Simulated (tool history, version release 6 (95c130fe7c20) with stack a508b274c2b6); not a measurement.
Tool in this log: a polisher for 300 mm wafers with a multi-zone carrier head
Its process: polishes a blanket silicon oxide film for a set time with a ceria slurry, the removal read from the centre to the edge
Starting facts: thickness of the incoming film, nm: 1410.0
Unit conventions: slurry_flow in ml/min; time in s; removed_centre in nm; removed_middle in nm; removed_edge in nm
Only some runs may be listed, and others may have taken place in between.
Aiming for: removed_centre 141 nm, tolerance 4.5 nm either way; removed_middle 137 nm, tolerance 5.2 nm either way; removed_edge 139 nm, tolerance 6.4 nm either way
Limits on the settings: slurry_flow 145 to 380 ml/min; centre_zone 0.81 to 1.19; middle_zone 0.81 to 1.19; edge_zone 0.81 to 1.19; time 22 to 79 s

run	day	slurry_flow	centre_zone	middle_zone	edge_zone	time	removed_centre	removed_middle	removed_edge
1	0	245	1	1	1	50	182.56	187.72	183.1
2	0.054	245	0.99	0.98	0.98	48	175.52	172.21	174.87
3	0.088	295	0.99	0.98	0.98	48	180.18	175.88	175.49
4	0.392	295	0.99	1.05	0.98	48	182.47	188.08	174.73
5	0.467	295	0.99	1.05	0.98	54	206.07	207.13	197.07
6	0.721	300	0.98	1.03	0.96	51	189.09	196.78	186.78
7	0.992	300	0.98	1.02	0.96	48	177.01	183.96	175.53
8	1.3	300	0.98	1.01	0.96	46	171.35	170.57	170.22
9	1.404	300	0.98	1.01	0.95	44	166.64	166.95	162.8
10	1.475	300	0.98	1	0.95	43	160.37	160.51	157.2
11	1.575	300	0.98	0.99	0.94	42	156.28	155.8	151.23
12	1.667	295	0.97	0.97	0.93	42	153.45	150.04	147.76
13	1.812	290	0.96	0.96	0.93	42	152.74	151.64	148.93
14	1.912	285	0.95	0.94	0.92	42	151.72	148.56	148.15
15	2.233	280	0.94	0.93	0.91	42	148.92	147.29	150.59
16	2.408	280	0.94	0.93	0.9	42	149.06	146.16	143.12
17	2.575	275	0.93	0.92	0.9	42	147.84	145.26	145.61
18	2.854	275	0.93	0.91	0.89	42	147.5	143.76	148.35
19	2.958	275	0.93	0.91	0.88	42	147.47	145.9	146.35
20	3.283	275	0.93	0.9	0.87	42	148.45	142.99	145.81
21	3.629	275	0.93	0.9	0.86	42	146.33	145.07	145.28
22	3.717	275	0.93	0.89	0.86	42	148.11	140.84	144.11
23	3.908	275	0.93	0.89	0.86	42	149.03	141.55	146.4

5 next moves are on the table. One of them brings every result within its allowed miss. Which?
A	4.1	315	1.01	0.99	0.81	40	?	?	?
B	4.1	300	0.99	0.83	0.86	43	?	?	?
C	4.1	285	1	0.89	0.81	41	?	?	?
D	4.1	280	0.93	0.9	0.87	40	?	?	?
E	4.1	270	0.94	0.89	0.82	43	?	?	?

move	removed_centre	removed_middle	removed_edge
A	153.77	149.76	135.87
B	161.37	139.17	149.78
C	154.5	139.57	138.46
D	140.93	137.19	139.24
E	152.34	145.64	145.41
A: further off than the last run
B: further off than the last run
C: further off than the last run
D: hits every target within its allowed miss
E: further off than the last run
The right move is D.
